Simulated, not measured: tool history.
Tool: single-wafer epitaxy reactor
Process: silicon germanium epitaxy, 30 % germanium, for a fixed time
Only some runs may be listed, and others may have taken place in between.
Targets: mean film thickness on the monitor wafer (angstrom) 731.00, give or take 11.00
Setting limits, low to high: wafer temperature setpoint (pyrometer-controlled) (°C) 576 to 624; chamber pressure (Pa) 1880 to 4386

| run | hour | wafer temperature setpoint (pyrometer-controlled) (°C) | chamber pressure (Pa) | mean film thickness on the monitor wafer (angstrom) |
|---|---|---|---|---|
| 1 | 0.0 | 600 | 3133 | 572.62 |
| 2 | 0.8 | 590 | 3133 | 462.65 |
| 3 | 5.2 | 590 | 2906 | 450.95 |
| 4 | 8.6 | 596 | 2906 | 509.78 |
| 5 | 10.9 | 601 | 2920 | 567.03 |
| 6 | 18.4 | 605 | 2920 | 621.92 |
| 7 | 25.3 | 607 | 2920 | 643.76 |
| 8 | 29.7 | 609 | 2920 | 668.63 |

Exercise: of the 4 proposed moves below, exactly one satisfies all targets within the stated allowed misses. Which move is it?
| A | 34.1 | 604 | 2946 | ? |
| B | 34.1 | 618 | 2346 | ? |
| C | 34.1 | 611 | 3440 | ? |
| D | 34.1 | 602 | 3266 | ? |

| move | mean film thickness on the monitor wafer (angstrom) |
|---|---|
| A | 605.85 |
| B | 753.17 |
| C | 732.56 |
| D | 599.68 |
A: moves away from the targets compared with the last run
B: takes the biggest miss from the last run beyond its target
C: meets every target
D: moves away from the targets compared with the last run
Answer: C
